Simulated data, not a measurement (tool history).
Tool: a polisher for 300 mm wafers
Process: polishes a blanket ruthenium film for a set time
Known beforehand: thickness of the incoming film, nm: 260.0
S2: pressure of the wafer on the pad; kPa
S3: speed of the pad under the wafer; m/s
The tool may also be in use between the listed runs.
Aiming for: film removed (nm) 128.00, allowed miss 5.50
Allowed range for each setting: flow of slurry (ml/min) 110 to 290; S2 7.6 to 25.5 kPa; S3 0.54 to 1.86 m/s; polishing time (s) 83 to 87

{"run": 1, "hour": 0.0, "flow of slurry (ml/min)": 185, "S2": 16.5, "S3": 1.18, "polishing time (s)": 83, "film removed (nm)": 155.03}
{"run": 2, "hour": 0.8, "flow of slurry (ml/min)": 185, "S2": 15.9, "S3": 1.18, "polishing time (s)": 83, "film removed (nm)": 149.97}
{"run": 3, "hour": 7.7, "flow of slurry (ml/min)": 185, "S2": 15.9, "S3": 1.18, "polishing time (s)": 87, "film removed (nm)": 159.39}
{"run": 4, "hour": 10.3, "flow of slurry (ml/min)": 225, "S2": 15.9, "S3": 1.18, "polishing time (s)": 87, "film removed (nm)": 166.69}
{"run": 5, "hour": 14.0, "flow of slurry (ml/min)": 225, "S2": 15.9, "S3": 1.18, "polishing time (s)": 87, "film removed (nm)": 162.71}
{"run": 6, "hour": 19.4, "flow of slurry (ml/min)": 225, "S2": 15.9, "S3": 1.3, "polishing time (s)": 87, "film removed (nm)": 178.71}
{"run": 7, "hour": 24.8, "flow of slurry (ml/min)": 225, "S2": 14.5, "S3": 1.3, "polishing time (s)": 87, "film removed (nm)": 166.22}
{"run": 8, "hour": 26.8, "flow of slurry (ml/min)": 225, "S2": 13.8, "S3": 1.3, "polishing time (s)": 87, "film removed (nm)": 160.13}
{"run": 9, "hour": 30.6, "flow of slurry (ml/min)": 225, "S2": 13.1, "S3": 1.3, "polishing time (s)": 87, "film removed (nm)": 155.35}
{"run": 10, "hour": 32.5, "flow of slurry (ml/min)": 225, "S2": 12.4, "S3": 1.3, "polishing time (s)": 87, "film removed (nm)": 152.04}
{"run": 11, "hour": 37.0, "flow of slurry (ml/min)": 225, "S2": 11.7, "S3": 1.3, "polishing time (s)": 87, "film removed (nm)": 147.17}
{"run": 12, "hour": 41.4, "flow of slurry (ml/min)": 225, "S2": 11.0, "S3": 1.3, "polishing time (s)": 87, "film removed (nm)": 139.41}
{"run": 13, "hour": 48.6, "flow of slurry (ml/min)": 225, "S2": 11.0, "S3": 1.3, "polishing time (s)": 87, "film removed (nm)": 140.27}

Of the 5 settings listed for the next run, only one would bring every result within its allowed miss of target. Which one?
{"run": "A", "hour": 55.8, "flow of slurry (ml/min)": 215, "S2": 10.3, "S3": 1.16, "polishing time (s)": 83, "film removed (nm)": "?"}
{"run": "B", "hour": 55.8, "flow of slurry (ml/min)": 245, "S2": 8.3, "S3": 1.28, "polishing time (s)": 83, "film removed (nm)": "?"}
{"run": "C", "hour": 55.8, "flow of slurry (ml/min)": 240, "S2": 10.3, "S3": 1.3, "polishing time (s)": 83, "film removed (nm)": "?"}
{"run": "D", "hour": 55.8, "flow of slurry (ml/min)": 255, "S2": 10.3, "S3": 1.08, "polishing time (s)": 84, "film removed (nm)": "?"}
{"run": "E", "hour": 55.8, "flow of slurry (ml/min)": 290, "S2": 8.3, "S3": 1.18, "polishing time (s)": 87, "film removed (nm)": "?"}

move=A film_removed_(nm)=116.03
move=B film_removed_(nm)=113.52
move=C film_removed_(nm)=129.67
move=D film_removed_(nm)=112.85
move=E film_removed_(nm)=112.96
A: the result that was furthest off in the last run now lies on the other side of its target
B: the result that was furthest off in the last run now lies on the other side of its target
C: every result lands within tolerance
D: the result that was furthest off in the last run now lies on the other side of its target
E: the result that was furthest off in the last run now lies on the other side of its target
C meets every target.
